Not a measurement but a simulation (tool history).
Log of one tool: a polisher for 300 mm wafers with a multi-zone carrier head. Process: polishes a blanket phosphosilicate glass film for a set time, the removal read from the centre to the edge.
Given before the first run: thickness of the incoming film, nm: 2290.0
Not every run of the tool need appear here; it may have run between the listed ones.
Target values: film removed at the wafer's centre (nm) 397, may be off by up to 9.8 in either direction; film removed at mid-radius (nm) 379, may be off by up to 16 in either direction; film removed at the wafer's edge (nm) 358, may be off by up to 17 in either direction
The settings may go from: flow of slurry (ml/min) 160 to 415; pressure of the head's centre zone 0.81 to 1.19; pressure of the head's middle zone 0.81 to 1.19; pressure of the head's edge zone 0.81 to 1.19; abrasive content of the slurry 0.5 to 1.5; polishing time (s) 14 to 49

run    day  flow of slurry (ml/min)  pressure of the head's centre zone  pressure of the head's middle zone  pressure of the head's edge zone  abrasive content of the slurry  polishing time (s)  film removed at the wafer's centre (nm)  film removed at mid-radius (nm)  film removed at the wafer's edge (nm)
  1      0                      265                                   1                                   1                                 1                               1                  31                                   276.55                           313.17                                 310.37
  2  0.158                      280                                1.05                                1.01                                 1                            1.05                  31                                   301.99                           324.04                                 320.81
  3  0.358                      345                                1.05                                1.01                                 1                            1.05                  31                                   309.02                           328.82                                 331.06
  4  0.642                      350                                1.09                                1.03                              0.99                             1.1                  31                                    325.7                           342.75                                 327.97
  5  0.767                      350                                1.09                                1.03                              0.99                             1.1                  27                                   285.33                           298.88                                 287.51
  6  0.892                      350                                1.09                                1.03                              0.99                               1                  27                                   273.63                           288.65                                 271.35
  7  1.142                      390                                1.19                                1.08                              0.93                            1.25                  28                                   340.53                           331.27                                 305.49
  8  1.438                      395                                1.19                                1.08                              0.92                             1.3                  28                                   347.47                            340.1                                 312.48
  9  1.775                      395                                1.19                                1.07                              0.91                            1.35                  28                                   354.12                           341.94                                  312.8
 10  2.133                      395                                1.19                                1.07                              0.91                            1.35                  28                                   353.53                           340.85                                  307.5
 11  2.288                      395                                1.19                                1.07                              0.93                             1.4                  28                                   353.11                           349.35                                 317.01
 12  2.392                      395                                1.19                                1.06                              0.93                             1.4                  29                                   371.72                           360.71                                 328.84
 13  2.654                      395                                1.19                                1.06                              0.93                             1.4                  29                                   372.58                            365.7                                 318.84
 14  2.992                      385                                1.19                                1.07                               0.9                            1.35                  30                                   379.34                           371.01                                 327.49
 15   3.25                      385                                1.19                                1.07                               0.9                            1.35                  30                                   370.33                           363.38                                 324.36
      3.55  -- centre zone pressure recalibrated
 16   3.55                      390                                1.19                                1.06                              0.93                            1.35                  30                                   400.49                           368.39                                 331.44
 17  3.858                      395                                1.18                                1.06                              0.96                            1.35                  30                                   399.87                           365.77                                 340.16
 18  4.192                      395                                1.17                                1.07                              0.97                            1.35                  30                                   399.14                            366.2                                 348.89
 19  4.429                      390                                1.17                                1.08                              0.97                            1.35                  30                                   391.92                           377.94                                 342.74

Exercise: of the 4 proposed moves below, exactly one satisfies all targets within the stated allowed misses. Which move is it?
  A  4.667                      340                                1.19                                1.19                              0.82                             1.5                  28                                        ?                                ?                                      ?
  B  4.667                      385                                1.17                                1.11                              0.84                             1.5                  29                                        ?                                ?                                      ?
  C  4.667                      365                                1.07                                   1                              0.91                            1.15                  35                                        ?                                ?                                      ?
  D  4.667                      295                                1.19                                1.19                              0.94                             1.5                  28                                        ?                                ?                                      ?

move  film removed at the wafer's centre (nm)  film removed at mid-radius (nm)  film removed at the wafer's edge (nm)
   A                                   390.59                           381.57                                 293.77
   B                                   402.12                           377.39                                 310.34
   C                                   401.03                           379.32                                 352.37
   D                                    384.6                           376.18                                 309.18
A: further off than the last run
B: further off than the last run
C: in spec on every target
D: further off than the last run
Answer: C
